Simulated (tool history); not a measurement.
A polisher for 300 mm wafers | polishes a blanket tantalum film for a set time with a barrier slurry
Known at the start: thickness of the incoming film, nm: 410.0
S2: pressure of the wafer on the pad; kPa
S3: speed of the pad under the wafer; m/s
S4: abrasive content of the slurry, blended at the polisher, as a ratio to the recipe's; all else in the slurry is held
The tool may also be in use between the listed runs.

run 1 hour=0.0 | flow_of_slurry_(ml/min)=230 S2=15.9 S3=0.96 S4=1.0 polishing_time_(s)=76 | film_removed_(Å)=1270.00
run 2 hour=2.5 | flow_of_slurry_(ml/min)=230 S2=19.3 S3=0.96 S4=1.0 polishing_time_(s)=76 | film_removed_(Å)=1527.20
run 3 hour=5.9 | flow_of_slurry_(ml/min)=230 S2=15.9 S3=0.86 S4=1.0 polishing_time_(s)=76 | film_removed_(Å)=1130.60
run 4 hour=10.0 | flow_of_slurry_(ml/min)=230 S2=19.3 S3=0.86 S4=1.0 polishing_time_(s)=76 | film_removed_(Å)=1331.60
run 5 hour=14.3 | flow_of_slurry_(ml/min)=230 S2=16.5 S3=0.80 S4=1.0 polishing_time_(s)=76 | film_removed_(Å)=1092.20
run 6 hour=17.5 | flow_of_slurry_(ml/min)=230 S2=16.5 S3=0.80 S4=1.0 polishing_time_(s)=80 | film_removed_(Å)=1139.40
run 7 hour=18.6 | flow_of_slurry_(ml/min)=230 S2=13.8 S3=0.74 S4=1.0 polishing_time_(s)=80 | film_removed_(Å)=886.86
run 8 hour=19.4 | flow_of_slurry_(ml/min)=230 S2=11.7 S3=0.72 S4=1.0 polishing_time_(s)=80 | film_removed_(Å)=742.09

Run 9 comes next. What will it give?
run 9 hour=21.8 | flow_of_slurry_(ml/min)=230 S2=10.3 S3=0.72 S4=1.0 polishing_time_(s)=80 | film_removed_(Å)=?

Run 9 gave film removed (Å) 647.63.
